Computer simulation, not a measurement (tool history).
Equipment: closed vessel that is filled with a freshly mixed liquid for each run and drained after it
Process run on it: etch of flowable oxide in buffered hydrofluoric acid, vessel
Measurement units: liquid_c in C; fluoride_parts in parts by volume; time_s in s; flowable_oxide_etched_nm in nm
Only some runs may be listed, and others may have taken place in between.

run 1 day=0 | liquid_c=23 fluoride_parts=19 time_s=95 | flowable_oxide_etched_nm=127.59
run 2 day=0.338 | liquid_c=21 fluoride_parts=19 time_s=95 | flowable_oxide_etched_nm=114.34
run 3 day=0.725 | liquid_c=19.5 fluoride_parts=19 time_s=95 | flowable_oxide_etched_nm=105.14
run 4 day=0.892 | liquid_c=20.5 fluoride_parts=19 time_s=95 | flowable_oxide_etched_nm=111.96
run 5 day=1.029 | liquid_c=20.5 fluoride_parts=24 time_s=95 | flowable_oxide_etched_nm=92.889
run 6 day=1.208 | liquid_c=22 fluoride_parts=24 time_s=95 | flowable_oxide_etched_nm=101.71

Estimate the outcome of run 7 from the log above:
run 7 day=1.558 | liquid_c=26 fluoride_parts=23.5 time_s=95 | flowable_oxide_etched_nm=?

{"run 7": {"flowable_oxide_etched_nm": 127.26}}

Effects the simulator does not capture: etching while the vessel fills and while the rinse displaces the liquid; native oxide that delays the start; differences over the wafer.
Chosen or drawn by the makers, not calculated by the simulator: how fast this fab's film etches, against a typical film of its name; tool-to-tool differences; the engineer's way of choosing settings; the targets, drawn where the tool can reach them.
